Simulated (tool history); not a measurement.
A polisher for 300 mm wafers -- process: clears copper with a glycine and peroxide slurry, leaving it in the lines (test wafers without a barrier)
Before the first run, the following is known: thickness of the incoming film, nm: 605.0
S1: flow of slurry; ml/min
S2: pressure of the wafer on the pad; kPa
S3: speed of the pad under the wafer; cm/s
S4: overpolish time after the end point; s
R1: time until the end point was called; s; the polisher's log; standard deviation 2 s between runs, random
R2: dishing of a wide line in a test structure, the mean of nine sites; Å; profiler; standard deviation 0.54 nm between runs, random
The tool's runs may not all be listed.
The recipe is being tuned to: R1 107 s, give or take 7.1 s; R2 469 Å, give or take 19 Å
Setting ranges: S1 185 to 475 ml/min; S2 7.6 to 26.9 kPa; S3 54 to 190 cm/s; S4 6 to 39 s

run    day   S1    S2   S3  S4      R1      R2
  1      0  305  17.2  122  20   124.7  769.27
  2  0.138  275  17.2  122  20  131.36  767.31
  3  0.192  275  17.2  102  20  151.65  696.06
  4  0.362  235  17.2  102  20  159.51  681.69
  5  0.425  185  17.2  102  20  160.19  670.33
  6  0.471  185  14.5  102  20  181.89  589.17
  7  0.517  205  15.2  116  16  158.14  555.59
  8  0.646  230  15.2  128  13  141.77  506.14
  9  0.854  250  15.9  132  11  135.95  464.71
 10  1.004  265  17.2  134  10  123.42  456.25
 11  1.338  275  17.9  134  10   114.3  469.92
 12  1.508  280  17.9  134  10   119.5  472.73
 13  1.779  285  18.6  134  10  115.47  477.56
 14    1.9  290  19.3  134  10  110.93  497.25
 15  2.196  295  19.3  134  10  107.25  502.28
 16  2.462  300  19.3  134  10  111.17  498.84

Next run, 4 choices. One meets every target within its allowed miss, the rest don't. Which?
  A  2.729  350  18.6  142   9   ?   ?
  B  2.729  360  15.9  134  11   ?   ?
  C  2.729  330  19.3  112  11   ?   ?
  D  2.729  335    20  104  10   ?   ?

move      R1      R2
   A  108.43  475.29
   B  128.23   487.3
   C  129.66  486.85
   D  134.24  433.73
A: each result inside its tolerance
B: puts the biggest miss on target and leaves a different result outside tolerance
C: puts the biggest miss on target and leaves a different result outside tolerance
D: pushes the last run's worst result past its target
Answer: A

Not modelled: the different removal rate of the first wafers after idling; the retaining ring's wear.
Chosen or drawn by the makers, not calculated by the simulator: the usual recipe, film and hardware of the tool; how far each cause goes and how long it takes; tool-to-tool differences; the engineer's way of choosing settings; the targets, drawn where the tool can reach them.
